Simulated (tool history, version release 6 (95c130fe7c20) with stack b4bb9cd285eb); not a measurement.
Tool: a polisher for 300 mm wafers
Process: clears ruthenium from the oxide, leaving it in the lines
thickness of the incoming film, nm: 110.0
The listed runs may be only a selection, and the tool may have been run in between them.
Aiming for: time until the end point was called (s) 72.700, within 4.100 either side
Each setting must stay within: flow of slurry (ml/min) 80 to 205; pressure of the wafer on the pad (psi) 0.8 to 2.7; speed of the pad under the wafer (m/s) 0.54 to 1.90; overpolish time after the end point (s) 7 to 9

run,day,flow of slurry (ml/min),pressure of the wafer on the pad (psi),speed of the pad under the wafer (m/s),overpolish time after the end point (s),time until the end point was called (s)
1,0.000,135,1.7,1.22,9,104.330
2,0.100,135,1.8,1.22,9,101.390
3,0.429,135,1.8,1.22,9,100.720
4,0.662,135,1.9,1.22,9,95.862
5,1.004,135,1.9,0.98,9,121.720
6,1.062,135,1.9,1.28,9,89.020
7,1.108,135,2.0,1.28,9,84.321
8,1.338,135,2.1,1.28,9,80.285
9,1.417,135,2.2,1.28,9,77.649

4 candidate next runs follow, results not yet known. Just one meets every target within its allowed miss. Identify it.
A,1.496,135,2.3,1.50,9,?
B,1.496,140,2.3,1.48,7,?
C,1.496,140,2.4,1.42,9,?
D,1.496,160,1.6,1.80,9,?

move,time until the end point was called (s)
A,66.296
B,66.670
C,66.596
D,76.293
A: carries the result that was furthest off beyond its target, to the other side
B: carries the result that was furthest off beyond its target, to the other side
C: carries the result that was furthest off beyond its target, to the other side
D: every result within its allowed miss
So the answer is move D, the one that meets all the targets.
